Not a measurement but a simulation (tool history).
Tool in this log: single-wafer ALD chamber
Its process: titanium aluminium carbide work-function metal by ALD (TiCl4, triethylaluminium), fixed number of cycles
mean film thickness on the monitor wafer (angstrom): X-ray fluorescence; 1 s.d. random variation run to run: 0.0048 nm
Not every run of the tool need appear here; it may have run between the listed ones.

run	hour	heater temperature setpoint (K)	triethylaluminium pulse time (s)	mean film thickness on the monitor wafer (angstrom)
1	0	588.15	7.71	19.62
2	3.5	588.15	5.92	18.079
3	9.4	584.15	5.84	17.7
4	11.7	584.15	6.97	18.569
5	14.9	584.15	5.1	16.837
6	23	584.15	3.48	13.646
7	27.7	589.15	3.69	14.539
8	28.7	592.15	3.9	15.226
9	33.4	592.15	3.9	15.157
10	34.2	596.15	3.93	15.587

The next listed run, before its measurement:
11	37.1	598.15	3.95	?

mean film thickness on the monitor wafer (angstrom): 15.82
